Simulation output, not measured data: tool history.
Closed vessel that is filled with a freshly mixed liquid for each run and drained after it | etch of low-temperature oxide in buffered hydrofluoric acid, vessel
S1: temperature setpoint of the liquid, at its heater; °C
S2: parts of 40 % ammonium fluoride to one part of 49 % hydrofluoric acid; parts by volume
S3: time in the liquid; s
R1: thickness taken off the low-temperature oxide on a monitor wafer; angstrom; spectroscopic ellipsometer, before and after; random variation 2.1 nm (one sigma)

run,hour,S1,S2,S3,R1
1,0.0,22.0,17.0,90,3394.1
2,1.1,22.0,17.0,95,3584.8
3,9.3,19.0,17.0,95,3038.7
4,10.2,19.0,19.5,95,2636.6
5,17.9,22.5,18.5,95,3360.4
6,25.7,24.5,17.5,95,3985.5
7,30.5,26.0,17.0,95,4454.5

Run 8 comes next. What will it give?
8,38.7,27.0,16.5,95,?

Run 8 gave R1 4852.6 angstrom.
